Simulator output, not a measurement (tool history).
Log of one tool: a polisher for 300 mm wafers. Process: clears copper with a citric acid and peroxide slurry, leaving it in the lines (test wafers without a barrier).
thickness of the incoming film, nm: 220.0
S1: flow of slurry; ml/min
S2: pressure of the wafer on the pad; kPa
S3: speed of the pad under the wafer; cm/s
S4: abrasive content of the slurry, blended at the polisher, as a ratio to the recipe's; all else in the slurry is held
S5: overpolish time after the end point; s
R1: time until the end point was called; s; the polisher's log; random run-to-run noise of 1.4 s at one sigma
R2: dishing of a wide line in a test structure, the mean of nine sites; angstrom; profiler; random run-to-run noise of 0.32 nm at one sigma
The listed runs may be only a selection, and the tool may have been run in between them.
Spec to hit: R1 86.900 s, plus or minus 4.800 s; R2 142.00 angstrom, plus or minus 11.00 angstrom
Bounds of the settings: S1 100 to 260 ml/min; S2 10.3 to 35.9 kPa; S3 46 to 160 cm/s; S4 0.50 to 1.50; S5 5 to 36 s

run	hour	S1	S2	S3	S4	S5	R1	R2
1	0.0	165	22.8	102	1.00	18	87.810	332.03
2	0.9	165	22.8	102	0.85	18	88.118	315.73
3	7.9	165	22.1	104	0.75	15	89.135	268.92
4	16.1	165	22.1	104	0.75	8	89.784	153.87
5	19.9	145	22.1	104	0.75	8	93.780	142.50
6	21.7	145	22.1	104	0.75	14	94.178	242.19
7	24.6	160	22.1	104	0.75	12	93.084	228.60
8	30.0	150	22.8	102	0.85	11	90.376	205.77
9	35.1	155	22.8	104	0.85	10	90.416	187.99
10	36.9	160	22.8	104	0.85	9	85.784	184.29
11	40.9	155	22.8	104	0.85	8	89.277	160.59

Which single option among these 5 for the next run brings every result within its allowed miss of target? Just one does.
A	44.9	160	25.5	106	0.75	8	?	?
B	44.9	160	19.3	118	0.85	7	?	?
C	44.9	120	20.7	122	0.85	9	?	?
D	44.9	175	22.8	108	0.90	9	?	?
E	44.9	155	22.1	100	0.85	10	?	?

move	R1	R2
A	81.988	172.49
B	88.313	141.94
C	87.637	180.07
D	83.792	187.84
E	93.528	186.99
A: moves away from the targets compared with the last run
B: in spec on every target
C: moves away from the targets compared with the last run
D: moves away from the targets compared with the last run
E: moves away from the targets compared with the last run
The right move is B.

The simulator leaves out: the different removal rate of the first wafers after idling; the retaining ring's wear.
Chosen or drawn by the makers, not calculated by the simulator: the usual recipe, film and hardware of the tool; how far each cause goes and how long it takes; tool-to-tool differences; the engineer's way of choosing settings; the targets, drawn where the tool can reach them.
